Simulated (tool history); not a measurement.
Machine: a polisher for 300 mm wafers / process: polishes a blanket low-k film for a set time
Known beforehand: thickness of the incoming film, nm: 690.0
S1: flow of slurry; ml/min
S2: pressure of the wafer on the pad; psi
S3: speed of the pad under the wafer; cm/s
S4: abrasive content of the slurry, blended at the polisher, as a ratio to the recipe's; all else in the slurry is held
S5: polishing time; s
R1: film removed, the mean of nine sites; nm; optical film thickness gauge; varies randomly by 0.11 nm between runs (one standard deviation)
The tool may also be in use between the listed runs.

{"run": 1, "hour": 0.0, "S1": 265, "S2": 1.9, "S3": 114, "S4": 1, "S5": 46, "R1": 24.519}
{"run": 2, "hour": 7.0, "S1": 265, "S2": 1.7, "S3": 114, "S4": 1, "S5": 46, "R1": 21.653}
{"run": 3, "hour": 7.8, "S1": 265, "S2": 1.7, "S3": 114, "S4": 1, "S5": 46, "R1": 21.559}
{"run": 4, "hour": 16.7, "S1": 265, "S2": 1.6, "S3": 114, "S4": 1, "S5": 46, "R1": 20.154}
{"run": 5, "hour": 19.2, "S1": 265, "S2": 1.6, "S3": 114, "S4": 1, "S5": 46, "R1": 20.564}
{"run": 6, "hour": 27.9, "S1": 305, "S2": 1.6, "S3": 114, "S4": 1, "S5": 46, "R1": 20.674}

Forecast run 7:
{"run": 7, "hour": 31.1, "S1": 305, "S2": 1.6, "S3": 114, "S4": 1, "S5": 46, "R1": "?"}

{"run 7": {"R1": 21.073}}

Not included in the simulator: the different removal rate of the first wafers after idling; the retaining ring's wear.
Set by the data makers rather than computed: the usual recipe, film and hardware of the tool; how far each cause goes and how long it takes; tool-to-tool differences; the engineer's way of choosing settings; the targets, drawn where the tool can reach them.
